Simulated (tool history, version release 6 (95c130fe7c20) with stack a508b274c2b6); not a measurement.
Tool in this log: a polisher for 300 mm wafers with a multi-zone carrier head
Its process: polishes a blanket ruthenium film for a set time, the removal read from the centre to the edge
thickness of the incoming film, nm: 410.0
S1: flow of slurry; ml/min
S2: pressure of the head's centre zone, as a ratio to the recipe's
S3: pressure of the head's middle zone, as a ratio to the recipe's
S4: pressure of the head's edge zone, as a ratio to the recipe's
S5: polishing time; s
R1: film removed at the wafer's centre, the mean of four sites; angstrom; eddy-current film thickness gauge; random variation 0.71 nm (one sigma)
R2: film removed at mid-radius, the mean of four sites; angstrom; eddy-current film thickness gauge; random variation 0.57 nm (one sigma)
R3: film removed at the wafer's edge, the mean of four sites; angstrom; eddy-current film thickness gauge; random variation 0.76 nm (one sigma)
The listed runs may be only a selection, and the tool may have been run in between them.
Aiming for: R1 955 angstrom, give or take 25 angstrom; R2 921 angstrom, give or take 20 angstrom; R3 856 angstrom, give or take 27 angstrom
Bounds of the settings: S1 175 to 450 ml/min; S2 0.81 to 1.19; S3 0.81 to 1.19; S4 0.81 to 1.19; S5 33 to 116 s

run    day   S1    S2    S3    S4  S5      R1      R2      R3
  1      0  290     1     1     1  74  593.81  605.15  610.73
  2  0.346  305  1.04  1.04  1.03  78  660.48  663.71  648.45
  3  0.475  310  1.06  1.06  1.06  82  710.65  697.26  695.26
  4  0.688  320  1.08  1.09  1.07  85  751.45  751.84  731.08
  5  0.933  320  1.08  1.14  1.07  85  751.48  775.78  731.85
  6  1.258  330   1.1  1.15  1.08  87  802.49  805.12  760.78
  7  1.471  340  1.11  1.16  1.08  88   810.3  827.85   760.7
  8  1.729  345  1.13  1.17   1.1  89  837.78  834.28  783.78
  9  1.929  350  1.14  1.17   1.1  90  838.62  847.64   794.4
 10  1.954  345  1.15  1.17  1.09  92  878.36  876.65  804.17
 11  2.208  345  1.16  1.17   1.1  93  886.18  871.04  806.93
 12  2.462  355  1.17  1.17   1.1  94  911.19  893.64  812.74
 13  2.542  360  1.17  1.17  1.11  95  923.11  904.62  830.52
 14  2.608  360  1.17  1.17  1.12  95  929.78   886.3  842.32
 15   2.75  365  1.17  1.17  1.12  95  908.57  905.15  829.62

Which of these 5 next moves meets every target?
  A  2.892  340  1.15  1.17  1.15  93   ?   ?   ?
  B  2.892  450  1.15  1.19   1.1  91   ?   ?   ?
  C  2.892  400  1.17  1.16   1.1  98   ?   ?   ?
  D  2.892  355  1.19  1.19  1.08  94   ?   ?   ?
  E  2.892  385  1.07  1.18  1.08  95   ?   ?   ?

move      R1      R2      R3
   A  876.44  873.74  824.57
   B  875.74  884.14   800.5
   C  951.55  924.34  857.46
   D   920.2   898.9  809.63
   E   840.8  907.56  821.93
A: lands further from the targets than the last run did
B: lands further from the targets than the last run did
C: every result lands within tolerance
D: nearer than the last run, and not there yet
E: lands further from the targets than the last run did
The move that meets every target is C.

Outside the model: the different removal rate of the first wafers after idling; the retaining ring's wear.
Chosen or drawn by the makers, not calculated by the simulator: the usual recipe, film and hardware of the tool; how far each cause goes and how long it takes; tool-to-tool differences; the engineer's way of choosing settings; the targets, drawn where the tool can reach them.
